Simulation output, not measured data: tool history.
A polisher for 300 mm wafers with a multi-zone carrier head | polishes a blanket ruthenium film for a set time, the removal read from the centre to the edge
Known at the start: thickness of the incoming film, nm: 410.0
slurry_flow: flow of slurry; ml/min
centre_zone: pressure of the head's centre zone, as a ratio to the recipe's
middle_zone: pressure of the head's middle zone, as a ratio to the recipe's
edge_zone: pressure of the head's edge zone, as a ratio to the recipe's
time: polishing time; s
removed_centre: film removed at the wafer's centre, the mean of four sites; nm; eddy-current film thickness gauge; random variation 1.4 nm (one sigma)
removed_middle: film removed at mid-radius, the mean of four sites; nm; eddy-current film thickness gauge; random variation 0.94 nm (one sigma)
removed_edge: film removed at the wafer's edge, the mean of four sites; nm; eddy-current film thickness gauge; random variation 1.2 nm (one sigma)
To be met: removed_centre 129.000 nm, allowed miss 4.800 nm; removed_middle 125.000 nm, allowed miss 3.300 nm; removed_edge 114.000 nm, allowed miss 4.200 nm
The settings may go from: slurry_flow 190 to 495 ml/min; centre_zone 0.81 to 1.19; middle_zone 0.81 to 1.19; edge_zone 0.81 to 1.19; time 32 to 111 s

| run | hour | slurry_flow | centre_zone | middle_zone | edge_zone | time | removed_centre | removed_middle | removed_edge |
|---|---|---|---|---|---|---|---|---|---|
| 1 | 0.0 | 320 | 1.00 | 1.00 | 1.00 | 71 | 105.070 | 106.940 | 109.290 |
| 2 | 2.2 | 260 | 1.00 | 1.00 | 1.00 | 71 | 104.950 | 106.370 | 104.900 |
| 3 | 7.5 | 200 | 1.00 | 1.00 | 1.00 | 71 | 96.670 | 102.620 | 100.740 |
| 4 | 14.6 | 200 | 1.00 | 1.00 | 0.95 | 71 | 99.395 | 100.140 | 98.788 |
| 5 | 23.5 | 200 | 1.00 | 0.95 | 0.95 | 71 | 95.932 | 96.974 | 98.726 |
| 6 | 25.5 | 200 | 0.92 | 0.95 | 0.95 | 71 | 92.499 | 96.024 | 99.656 |
| 7 | 31.0 | 240 | 0.96 | 0.98 | 0.96 | 71 | 99.124 | 100.840 | 100.350 |
| 8 | 31.6 | 320 | 1.06 | 1.08 | 1.06 | 76 | 118.030 | 122.490 | 118.890 |
| 9 | 40.6 | 325 | 1.08 | 1.09 | 1.04 | 76 | 121.390 | 124.210 | 120.480 |

5 next moves are on the table. One of them brings every result within its allowed miss. Which?
| A | 49.6 | 305 | 1.19 | 1.19 | 0.94 | 72 | ? | ? | ? |
| B | 49.6 | 320 | 1.16 | 1.06 | 1.02 | 75 | ? | ? | ? |
| C | 49.6 | 345 | 1.18 | 1.07 | 1.07 | 73 | ? | ? | ? |
| D | 49.6 | 270 | 1.14 | 1.10 | 0.97 | 78 | ? | ? | ? |
| E | 49.6 | 210 | 1.06 | 1.11 | 1.05 | 79 | ? | ? | ? |

| move | removed_centre | removed_middle | removed_edge |
|---|---|---|---|
| A | 124.630 | 125.480 | 104.790 |
| B | 127.110 | 118.940 | 114.130 |
| C | 126.880 | 117.520 | 114.360 |
| D | 127.250 | 125.310 | 114.150 |
| E | 115.060 | 123.410 | 116.930 |
A: brings the result that was furthest off to its target, and leaves another outside
B: brings the result that was furthest off to its target, and leaves another outside
C: brings the result that was furthest off to its target, and leaves another outside
D: meets every target
E: further off than the last run
The right move is D.
